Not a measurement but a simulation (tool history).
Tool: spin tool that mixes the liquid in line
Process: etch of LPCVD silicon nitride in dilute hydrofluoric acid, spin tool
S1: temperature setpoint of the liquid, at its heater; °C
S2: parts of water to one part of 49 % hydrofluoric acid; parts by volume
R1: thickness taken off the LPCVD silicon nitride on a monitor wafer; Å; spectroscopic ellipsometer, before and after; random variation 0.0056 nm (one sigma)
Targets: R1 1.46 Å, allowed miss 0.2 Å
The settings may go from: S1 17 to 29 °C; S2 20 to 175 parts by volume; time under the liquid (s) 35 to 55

Run 1, day 0: S1 21 °C, S2 95 parts by volume, time under the liquid (s) 55. Result: R1 2.9227 Å.
Run 2, day 0.108: S1 21 °C, S2 75 parts by volume, time under the liquid (s) 55. Result: R1 3.7981 Å.
Run 3, day 0.221: S1 21 °C, S2 100 parts by volume, time under the liquid (s) 55. Result: R1 2.8809 Å.
Run 4, day 0.408: S1 21 °C, S2 120 parts by volume, time under the liquid (s) 55. Result: R1 2.302 Å.
Run 5, day 0.746: S1 22.5 °C, S2 120 parts by volume, time under the liquid (s) 55. Result: R1 2.509 Å.
At day 0.979: hydrofluoric acid flow meter replaced.
Run 6, day 0.979: S1 22.5 °C, S2 135 parts by volume, time under the liquid (s) 55. Result: R1 2.231 Å.
Run 7, day 1.346: S1 22 °C, S2 140 parts by volume, time under the liquid (s) 55. Result: R1 2.085 Å.
Run 8, day 1.479: S1 21.5 °C, S2 145 parts by volume, time under the liquid (s) 55. Result: R1 1.9223 Å.
Run 9, day 1.729: S1 21 °C, S2 150 parts by volume, time under the liquid (s) 55. Result: R1 1.7738 Å.

4 next moves are on the table. One of them brings every result within its allowed miss. Which?
Run A, day 1.979: S1 23 °C, S2 130 parts by volume, time under the liquid (s) 55. Result: R1 ?.
Run B, day 1.979: S1 17 °C, S2 130 parts by volume, time under the liquid (s) 55. Result: R1 ?.
Run C, day 1.979: S1 21.5 °C, S2 115 parts by volume, time under the liquid (s) 55. Result: R1 ?.
Run D, day 1.979: S1 17 °C, S2 105 parts by volume, time under the liquid (s) 55. Result: R1 ?.

move      R1
   A  2.2191
   B  1.4818
   C  2.2664
   D  1.8216
A: further off than the last run
B: meets every target
C: further off than the last run
D: further off than the last run
The right move is B.

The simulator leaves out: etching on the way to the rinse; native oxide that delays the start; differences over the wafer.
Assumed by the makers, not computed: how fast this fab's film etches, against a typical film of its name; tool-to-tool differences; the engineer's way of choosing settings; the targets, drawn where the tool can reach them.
